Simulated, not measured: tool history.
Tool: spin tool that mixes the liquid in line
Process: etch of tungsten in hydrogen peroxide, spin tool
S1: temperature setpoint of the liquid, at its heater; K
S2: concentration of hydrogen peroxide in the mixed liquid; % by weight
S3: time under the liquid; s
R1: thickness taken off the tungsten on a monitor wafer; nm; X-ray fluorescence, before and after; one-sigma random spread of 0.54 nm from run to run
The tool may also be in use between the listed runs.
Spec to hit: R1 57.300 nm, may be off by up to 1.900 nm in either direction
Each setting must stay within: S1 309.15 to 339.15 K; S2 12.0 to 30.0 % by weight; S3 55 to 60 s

run 1 hour=0.0 | S1=325.15 S2=22.0 S3=55 | R1=103.200
run 2 hour=1.2 | S1=325.15 S2=18.0 S3=55 | R1=93.865
run 3 hour=10.2 | S1=319.15 S2=18.0 S3=55 | R1=64.423
run 4 hour=17.8 | S1=325.65 S2=18.0 S3=55 | R1=94.626
run 5 hour=24.5 | S1=324.65 S2=18.0 S3=55 | R1=91.615
run 6 hour=32.6 | S1=323.65 S2=18.0 S3=55 | R1=84.157
run 7 hour=33.2 | S1=323.15 S2=18.0 S3=55 | R1=83.318
run 8 hour=38.0 | S1=322.65 S2=18.0 S3=55 | R1=80.424
run 9 hour=39.9 | S1=322.15 S2=18.0 S3=55 | R1=78.159
run 10 hour=46.8 | S1=321.65 S2=18.0 S3=55 | R1=75.598
run 11 hour=51.1 | S1=321.65 S2=18.0 S3=55 | R1=76.019
run 12 hour=51.7 | S1=321.15 S2=18.0 S3=55 | R1=73.603
run 13 hour=54.6 | S1=320.65 S2=18.0 S3=55 | R1=70.986
run 14 hour=59.1 | S1=316.65 S2=18.0 S3=55 | R1=54.860

Exercise: of the 4 proposed moves below, exactly one satisfies all targets within the stated allowed misses. Which move is it?
run A hour=63.6 | S1=313.65 S2=17.5 S3=60 | R1=?
run B hour=63.6 | S1=315.65 S2=15.0 S3=60 | R1=?
run C hour=63.6 | S1=315.65 S2=18.0 S3=60 | R1=?
run D hour=63.6 | S1=316.65 S2=18.5 S3=60 | R1=?

move=A R1=49.168
move=B R1=51.785
move=C R1=56.727
move=D R1=61.302
A: misses by more than the last run did
B: misses by more than the last run did
C: every result lands within tolerance
D: pushes the last run's worst result past its target
The move that meets every target is C.
